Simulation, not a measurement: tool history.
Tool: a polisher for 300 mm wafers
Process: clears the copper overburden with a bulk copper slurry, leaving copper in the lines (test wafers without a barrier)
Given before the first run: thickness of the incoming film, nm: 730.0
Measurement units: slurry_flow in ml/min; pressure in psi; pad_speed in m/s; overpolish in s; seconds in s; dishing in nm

run,hour,slurry_flow,pressure,pad_speed,slurry_solids,overpolish,seconds,dishing
1,0,280,2.1,1.18,1,26,109.91,86.036
2,8.9,280,1.7,1.18,1,26,132.53,73.909
3,9.6,310,1.7,1.18,1,26,127.35,76.459
4,12.9,290,1.6,1.2,1,22,134.3,65.538
5,21.2,315,1.6,1.2,1,22,135.07,67.846
6,25,315,1.6,1.2,0.8,22,138.15,67.375

What will run 7 give?
7,27.4,320,1.3,1.32,0.95,9,?,?

{"run 7": {"seconds": 143.63, "dishing": 32.045}}

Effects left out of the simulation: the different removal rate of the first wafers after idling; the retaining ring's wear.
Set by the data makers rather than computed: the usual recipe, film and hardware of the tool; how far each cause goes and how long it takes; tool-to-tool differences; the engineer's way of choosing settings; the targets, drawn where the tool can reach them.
